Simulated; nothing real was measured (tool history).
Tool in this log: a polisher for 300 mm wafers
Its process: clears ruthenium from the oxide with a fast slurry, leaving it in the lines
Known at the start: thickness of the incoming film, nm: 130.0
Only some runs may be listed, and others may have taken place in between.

run	hour	flow of slurry (ml/min)	pressure of the wafer on the pad (kPa)	speed of the pad under the wafer (m/s)	abrasive content of the slurry	overpolish time after the end point (s)	time until the end point was called (s)	dishing of a wide line in a test structure (nm)
1	0	170	11.7	0.92	1	20	69.294	35.324
2	4.2	170	11.7	0.7	1	20	84.184	28.957
3	7.9	180	12.4	0.7	1	17	77.842	26.262
4	13.3	195	13.1	0.7	1	15	74.825	24.792
5	14.7	195	13.1	0.7	1	7	76.027	11.904
6	17	195	13.1	0.7	1.1	7	71.958	12.285
7	19.2	200	13.8	0.7	1	8	70.874	14.233
8	26	200	13.8	0.7	1	8	71	14.384
9	29.2	205	14.5	0.7	0.95	9	69.158	16.548
10	31.4	210	15.2	0.7	0.9	10	66.263	18.547

Forecast run 11:
11	37	215	15.2	0.7	0.9	11	?	?

Run 11 yielded time until the end point was called (s) 66.883, dishing of a wide line in a test structure (nm) 20.372.
